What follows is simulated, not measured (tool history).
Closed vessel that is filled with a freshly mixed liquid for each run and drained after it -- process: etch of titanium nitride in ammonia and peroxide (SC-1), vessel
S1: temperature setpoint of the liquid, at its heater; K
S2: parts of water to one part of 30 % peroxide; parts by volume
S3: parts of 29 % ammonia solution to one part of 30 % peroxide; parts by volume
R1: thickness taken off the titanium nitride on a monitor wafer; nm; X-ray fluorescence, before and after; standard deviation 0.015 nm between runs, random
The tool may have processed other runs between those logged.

{"run": 1, "hour": 0.0, "S1": 325.15, "S2": 17.5, "S3": 0.6, "time in the liquid (s)": 90, "R1": 3.3942}
{"run": 2, "hour": 2.7, "S1": 325.15, "S2": 17.5, "S3": 0.6, "time in the liquid (s)": 90, "R1": 3.3931}
{"run": 3, "hour": 9.4, "S1": 321.65, "S2": 17.5, "S3": 0.6, "time in the liquid (s)": 90, "R1": 2.6848}
{"run": 4, "hour": 13.3, "S1": 321.15, "S2": 17.5, "S3": 0.6, "time in the liquid (s)": 90, "R1": 2.6026}
{"run": 5, "hour": 17.3, "S1": 321.15, "S2": 17.5, "S3": 0.7, "time in the liquid (s)": 90, "R1": 2.6642}
{"run": 6, "hour": 25.4, "S1": 323.65, "S2": 17.5, "S3": 0.7, "time in the liquid (s)": 90, "R1": 3.1416}
{"run": 7, "hour": 30.6, "S1": 322.65, "S2": 17.5, "S3": 0.7, "time in the liquid (s)": 90, "R1": 2.9561}
{"hour": 39.5, "done": "new drum of ammonia solution connected"}
{"run": 8, "hour": 39.5, "S1": 322.15, "S2": 17.5, "S3": 0.7, "time in the liquid (s)": 90, "R1": 2.9106}
{"run": 9, "hour": 42.4, "S1": 321.65, "S2": 17.5, "S3": 0.7, "time in the liquid (s)": 90, "R1": 2.8263}

Run 10 has not been measured yet. What should we expect?
{"run": 10, "hour": 50.1, "S1": 315.65, "S2": 17.5, "S3": 0.7, "time in the liquid (s)": 90, "R1": "?"}

Run 10 yielded R1 1.8200 nm.
